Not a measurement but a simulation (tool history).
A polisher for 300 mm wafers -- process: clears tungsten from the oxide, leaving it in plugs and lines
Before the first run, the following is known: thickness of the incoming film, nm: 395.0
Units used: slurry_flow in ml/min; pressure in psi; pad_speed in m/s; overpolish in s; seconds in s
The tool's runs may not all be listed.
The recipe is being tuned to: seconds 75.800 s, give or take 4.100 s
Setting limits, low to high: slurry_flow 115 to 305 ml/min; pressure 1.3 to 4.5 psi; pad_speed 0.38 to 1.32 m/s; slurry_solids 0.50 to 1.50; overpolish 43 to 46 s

run  hour  slurry_flow  pressure  pad_speed  slurry_solids  overpolish  seconds
  1   0.0          195       2.9       0.84           1.00          43  167.360
  2   6.3          195       2.9       0.68           1.00          43  204.040
  3  13.1          195       3.2       0.74           1.00          43  177.540
  4  15.9          195       3.5       0.82           1.00          43  145.370
  5  20.6          195       3.7       0.88           1.00          43  130.160
  6  26.0          195       3.7       0.96           1.00          43  121.400
  7  33.9          195       3.9       1.00           1.00          43  111.660
  8  40.9          195       4.0       1.04           1.00          43  102.320
  9  45.8          195       4.1       1.06           1.00          43  102.090

Exactly one of the 4 candidate moves below puts every result within its allowed miss. Which one?
  A  50.7          170       4.5       1.26           1.10          43        ?
  B  50.7          175       3.4       0.98           0.95          44        ?
  C  50.7          170       4.5       1.18           0.95          43        ?
  D  50.7          140       4.2       1.22           1.25          45        ?

move  seconds
   A   77.022
   B  130.250
   C   86.484
   D   83.849
A: all results in spec
B: the biggest miss grows against the last run
C: gains on the last run, yet a result remains outside its allowed miss
D: gains on the last run, yet a result remains outside its allowed miss
A is the move that brings every result within its allowed miss.
